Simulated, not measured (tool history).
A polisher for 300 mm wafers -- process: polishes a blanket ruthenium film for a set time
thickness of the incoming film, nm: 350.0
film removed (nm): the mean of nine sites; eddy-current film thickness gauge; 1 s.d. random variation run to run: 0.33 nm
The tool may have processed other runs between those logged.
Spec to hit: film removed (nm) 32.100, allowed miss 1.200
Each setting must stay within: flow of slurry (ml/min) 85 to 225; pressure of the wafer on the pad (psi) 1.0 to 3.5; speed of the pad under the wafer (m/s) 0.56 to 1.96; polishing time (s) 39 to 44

run	hour	flow of slurry (ml/min)	pressure of the wafer on the pad (psi)	speed of the pad under the wafer (m/s)	polishing time (s)	film removed (nm)
1	0.0	145	2.2	1.26	44	68.637
2	8.4	140	1.8	1.20	44	53.942
3	10.3	140	1.8	1.20	39	48.009
4	13.3	135	1.6	1.20	39	42.886
5	19.8	110	1.6	1.20	39	39.425
6	21.1	105	1.5	1.20	39	36.886
7	25.7	95	1.2	1.20	39	29.584
8	28.8	100	1.2	1.20	39	30.128
9	35.6	105	1.2	1.20	39	30.384
10	41.3	110	1.2	1.20	39	30.095
11	49.7	115	1.2	1.20	39	30.751
12	50.8	115	1.2	1.20	39	30.749

Consider the 5 candidate settings below. Which is the only one whose results all fall within their allowed miss of target?
A	51.9	115	1.2	1.04	43	?
B	51.9	110	1.4	1.06	40	?
C	51.9	95	1.0	1.38	40	?
D	51.9	105	1.1	1.22	42	?
E	51.9	140	1.1	1.08	43	?

move	film removed (nm)
A	29.865
B	32.303
C	28.189
D	29.996
E	29.681
A: further off than the last run
B: every result lands within tolerance
C: further off than the last run
D: further off than the last run
E: further off than the last run
The right move is B.
